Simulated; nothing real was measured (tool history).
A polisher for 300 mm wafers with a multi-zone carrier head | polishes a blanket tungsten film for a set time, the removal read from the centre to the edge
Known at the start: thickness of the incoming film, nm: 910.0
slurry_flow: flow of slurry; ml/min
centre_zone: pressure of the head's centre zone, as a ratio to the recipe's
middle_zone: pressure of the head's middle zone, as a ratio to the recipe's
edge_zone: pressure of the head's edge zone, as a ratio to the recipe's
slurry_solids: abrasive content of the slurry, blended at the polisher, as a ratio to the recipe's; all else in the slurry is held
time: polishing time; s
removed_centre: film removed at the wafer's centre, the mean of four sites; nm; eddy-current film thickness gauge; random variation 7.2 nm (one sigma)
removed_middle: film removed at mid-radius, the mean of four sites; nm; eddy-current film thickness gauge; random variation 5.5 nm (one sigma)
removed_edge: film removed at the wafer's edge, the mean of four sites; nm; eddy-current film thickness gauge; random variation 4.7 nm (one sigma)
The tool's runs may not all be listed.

run 1 hour=0 | slurry_flow=270 centre_zone=1 middle_zone=1 edge_zone=1 slurry_solids=1 time=75 | removed_centre=371.74 removed_middle=371.29 removed_edge=390.74
run 2 hour=6 | slurry_flow=275 centre_zone=0.99 middle_zone=1.03 edge_zone=1.03 slurry_solids=1.1 time=78 | removed_centre=403.25 removed_middle=405.05 removed_edge=427.49
run 3 hour=14.9 | slurry_flow=280 centre_zone=0.97 middle_zone=1.06 edge_zone=1.05 slurry_solids=1.2 time=80 | removed_centre=411.58 removed_middle=444.38 removed_edge=455.14
run 4 hour=16.2 | slurry_flow=285 centre_zone=0.97 middle_zone=1.08 edge_zone=1.08 slurry_solids=1.25 time=81 | removed_centre=412.07 removed_middle=453.25 removed_edge=460.55
run 5 hour=23.5 | slurry_flow=285 centre_zone=0.97 middle_zone=1.16 edge_zone=1.08 slurry_solids=1.25 time=81 | removed_centre=418.84 removed_middle=469.45 removed_edge=469.62
run 6 hour=24.7 | slurry_flow=285 centre_zone=0.97 middle_zone=1.16 edge_zone=1.1 slurry_solids=1.3 time=83 | removed_centre=430.17 removed_middle=504.06 removed_edge=489.31

Run 7 comes next. What will it give?
run 7 hour=27.5 | slurry_flow=285 centre_zone=0.97 middle_zone=1.13 edge_zone=1.12 slurry_solids=1.35 time=85 | removed_centre=? removed_middle=? removed_edge=?

{"run 7": {"removed_centre": 443.05, "removed_middle": 500.66, "removed_edge": 504.86}}

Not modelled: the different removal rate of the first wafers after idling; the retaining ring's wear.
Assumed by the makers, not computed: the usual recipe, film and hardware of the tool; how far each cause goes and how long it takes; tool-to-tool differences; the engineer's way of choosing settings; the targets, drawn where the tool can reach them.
